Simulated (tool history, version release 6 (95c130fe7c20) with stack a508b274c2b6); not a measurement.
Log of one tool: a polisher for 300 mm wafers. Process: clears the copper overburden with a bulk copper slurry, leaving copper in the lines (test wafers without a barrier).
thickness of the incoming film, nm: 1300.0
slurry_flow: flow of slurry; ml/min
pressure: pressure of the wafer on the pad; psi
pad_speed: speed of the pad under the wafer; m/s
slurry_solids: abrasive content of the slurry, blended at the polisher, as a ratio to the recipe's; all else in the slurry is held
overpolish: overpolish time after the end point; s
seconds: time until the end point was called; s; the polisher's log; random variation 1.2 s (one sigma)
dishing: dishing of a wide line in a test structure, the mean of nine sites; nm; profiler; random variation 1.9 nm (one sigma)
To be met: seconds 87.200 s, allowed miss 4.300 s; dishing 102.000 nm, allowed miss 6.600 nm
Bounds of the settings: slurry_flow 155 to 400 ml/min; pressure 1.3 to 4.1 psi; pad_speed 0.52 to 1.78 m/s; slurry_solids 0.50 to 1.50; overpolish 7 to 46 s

run 1 hour=0.0 | slurry_flow=255 pressure=2.7 pad_speed=1.14 slurry_solids=1.00 overpolish=24 | seconds=116.470 dishing=102.890
run 2 hour=7.8 | slurry_flow=310 pressure=2.7 pad_speed=1.14 slurry_solids=1.00 overpolish=24 | seconds=114.120 dishing=105.710
run 3 hour=10.7 | slurry_flow=310 pressure=2.8 pad_speed=1.14 slurry_solids=1.00 overpolish=23 | seconds=113.880 dishing=109.740
run 4 hour=19.6 | slurry_flow=310 pressure=2.4 pad_speed=1.14 slurry_solids=1.00 overpolish=23 | seconds=128.000 dishing=99.896
run 5 hour=23.4 | slurry_flow=310 pressure=2.5 pad_speed=1.14 slurry_solids=1.00 overpolish=22 | seconds=123.190 dishing=95.473
run 6 hour=26.3 | slurry_flow=310 pressure=2.5 pad_speed=1.14 slurry_solids=1.15 overpolish=22 | seconds=118.300 dishing=101.970
run 7 hour=29.7 | slurry_flow=310 pressure=2.6 pad_speed=1.14 slurry_solids=1.15 overpolish=21 | seconds=114.340 dishing=102.610
run 8 hour=33.8 | slurry_flow=310 pressure=2.7 pad_speed=1.14 slurry_solids=1.15 overpolish=20 | seconds=108.840 dishing=101.520
run 9 hour=35.6 | slurry_flow=310 pressure=2.8 pad_speed=1.14 slurry_solids=1.15 overpolish=19 | seconds=110.110 dishing=98.683

Which of these 4 next moves meets every target?
run A hour=37.4 | slurry_flow=315 pressure=2.9 pad_speed=1.38 slurry_solids=1.15 overpolish=16 | seconds=? dishing=?
run B hour=37.4 | slurry_flow=305 pressure=2.5 pad_speed=1.00 slurry_solids=1.05 overpolish=22 | seconds=? dishing=?
run C hour=37.4 | slurry_flow=325 pressure=2.7 pad_speed=0.98 slurry_solids=1.05 overpolish=22 | seconds=? dishing=?
run D hour=37.4 | slurry_flow=365 pressure=1.9 pad_speed=0.96 slurry_solids=1.20 overpolish=29 | seconds=? dishing=?

move=A seconds=87.323 dishing=104.690
move=B seconds=137.730 dishing=96.333
move=C seconds=131.850 dishing=99.395
move=D seconds=164.460 dishing=96.310
A: meets every target
B: further off than the last run
C: further off than the last run
D: further off than the last run
Move A is the one to make.
